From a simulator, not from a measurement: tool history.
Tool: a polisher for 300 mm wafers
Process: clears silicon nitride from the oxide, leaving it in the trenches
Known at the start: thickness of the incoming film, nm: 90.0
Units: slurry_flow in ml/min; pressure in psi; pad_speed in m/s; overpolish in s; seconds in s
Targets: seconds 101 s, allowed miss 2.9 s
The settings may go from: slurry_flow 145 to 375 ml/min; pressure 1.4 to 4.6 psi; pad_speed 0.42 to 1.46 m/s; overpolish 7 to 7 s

run 1 hour=0 | slurry_flow=240 pressure=3 pad_speed=0.94 overpolish=7 | seconds=118.41
run 2 hour=5.5 | slurry_flow=245 pressure=3.1 pad_speed=0.94 overpolish=7 | seconds=114.47
run 3 hour=6.6 | slurry_flow=185 pressure=3.1 pad_speed=0.94 overpolish=7 | seconds=116.18
run 4 hour=8.8 | slurry_flow=185 pressure=2.5 pad_speed=0.94 overpolish=7 | seconds=140.24
run 5 hour=15.8 | slurry_flow=240 pressure=2.5 pad_speed=0.94 overpolish=7 | seconds=140.62
run 6 hour=24.3 | slurry_flow=240 pressure=2.5 pad_speed=0.94 overpolish=7 | seconds=137.48
run 7 hour=29.2 | slurry_flow=240 pressure=2.8 pad_speed=0.94 overpolish=7 | seconds=125.29
run 8 hour=33.4 | slurry_flow=240 pressure=3 pad_speed=0.94 overpolish=7 | seconds=117.5
run 9 hour=36.8 | slurry_flow=240 pressure=3.1 pad_speed=0.94 overpolish=7 | seconds=113.71
run 10 hour=45.1 | slurry_flow=240 pressure=3.2 pad_speed=0.94 overpolish=7 | seconds=110.67

Which of these 5 next moves meets every target?
run A hour=53.4 | slurry_flow=280 pressure=4 pad_speed=0.76 overpolish=7 | seconds=?
run B hour=53.4 | slurry_flow=300 pressure=4.5 pad_speed=0.82 overpolish=7 | seconds=?
run C hour=53.4 | slurry_flow=290 pressure=2.9 pad_speed=1.1 overpolish=7 | seconds=?
run D hour=53.4 | slurry_flow=225 pressure=3.7 pad_speed=0.78 overpolish=7 | seconds=?
run E hour=53.4 | slurry_flow=230 pressure=2.9 pad_speed=0.86 overpolish=7 | seconds=?

move=A seconds=110.42
move=B seconds=91.397
move=C seconds=103.32
move=D seconds=118.19
move=E seconds=134.09
A: as far off as the last run
B: takes the result that was furthest off past its target
C: meets every target
D: further off than the last run
E: further off than the last run
Move C is the one to make.

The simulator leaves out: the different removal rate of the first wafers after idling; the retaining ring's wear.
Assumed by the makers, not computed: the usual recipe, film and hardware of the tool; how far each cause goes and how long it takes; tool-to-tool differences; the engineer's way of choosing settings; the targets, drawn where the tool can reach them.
